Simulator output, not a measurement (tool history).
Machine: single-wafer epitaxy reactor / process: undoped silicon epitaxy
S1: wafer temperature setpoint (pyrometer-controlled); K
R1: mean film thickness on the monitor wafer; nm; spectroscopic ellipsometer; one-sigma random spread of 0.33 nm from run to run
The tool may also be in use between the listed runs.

Run 1, hour 0.0: S1 933.15 K, deposition time (s) 252. Result: R1 54.854 nm.
Run 2, hour 6.7: S1 933.15 K, deposition time (s) 273. Result: R1 59.565 nm.
Run 3, hour 11.5: S1 941.15 K, deposition time (s) 273. Result: R1 71.393 nm.
Run 4, hour 18.9: S1 940.15 K, deposition time (s) 273. Result: R1 69.309 nm.
Run 5, hour 26.8: S1 940.15 K, deposition time (s) 297. Result: R1 76.032 nm.
Run 6, hour 33.8: S1 940.15 K, deposition time (s) 319. Result: R1 81.118 nm.
Run 7, hour 35.2: S1 938.15 K, deposition time (s) 319. Result: R1 77.823 nm.
Run 8, hour 40.1: S1 938.15 K, deposition time (s) 319. Result: R1 77.289 nm.
Run 9, hour 45.5: S1 938.15 K, deposition time (s) 319. Result: R1 77.856 nm.
Run 10, hour 51.6: S1 936.15 K, deposition time (s) 319. Result: R1 74.521 nm.
Run 11, hour 55.7: S1 936.15 K, deposition time (s) 319. Result: R1 74.508 nm.
Run 12, hour 64.1: S1 935.15 K, deposition time (s) 319. Result: R1 72.642 nm.

Run 13, settings as shown, results not yet in. Your forecast:
Run 13, hour 72.2: S1 934.15 K, deposition time (s) 319. Result: R1 ?.

R1: 71.288 nm
